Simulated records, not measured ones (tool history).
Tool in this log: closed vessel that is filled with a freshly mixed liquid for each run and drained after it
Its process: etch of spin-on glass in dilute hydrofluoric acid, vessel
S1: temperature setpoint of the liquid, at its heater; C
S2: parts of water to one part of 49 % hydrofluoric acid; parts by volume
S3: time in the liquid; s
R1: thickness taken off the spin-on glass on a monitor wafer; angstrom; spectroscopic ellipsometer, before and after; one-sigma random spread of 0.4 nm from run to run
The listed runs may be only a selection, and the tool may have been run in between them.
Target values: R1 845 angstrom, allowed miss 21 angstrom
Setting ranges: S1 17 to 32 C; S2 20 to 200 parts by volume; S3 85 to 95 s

run  hour    S1   S2  S3      R1
  1     0    24  110  85  289.92
  2   3.7  25.5   95  85  360.91
  3  11.1  26.5   85  85  425.89
  4  15.3    30   85  85  489.87
  5  17.2  30.5   75  85  572.09
  6  18.4    31   70  85  629.53
  7  25.9    32   45  85  1048.6
  8  30.4    31   45  85  1017.5
  9  31.8    30   45  85  977.64
 10  40.2    29   45  85  942.06
 11  45.8  28.5   45  85   922.7
 12  51.2    28   45  85  905.08

4 next moves are on the table. One of them brings every result within its allowed miss. Which?
  A  56.6    29  50  85   ?
  B  56.6  26.5  45  90   ?
  C  56.6  24.5  45  95   ?
  D  56.6  29.5  50  90   ?

move      R1
   A  836.59
   B     897
   C  872.57
   D  903.46
A: every result lands within tolerance
B: nearer than the last run, and not there yet
C: nearer than the last run, and not there yet
D: about the same distance from the targets as the last run
Move A is the one to make.

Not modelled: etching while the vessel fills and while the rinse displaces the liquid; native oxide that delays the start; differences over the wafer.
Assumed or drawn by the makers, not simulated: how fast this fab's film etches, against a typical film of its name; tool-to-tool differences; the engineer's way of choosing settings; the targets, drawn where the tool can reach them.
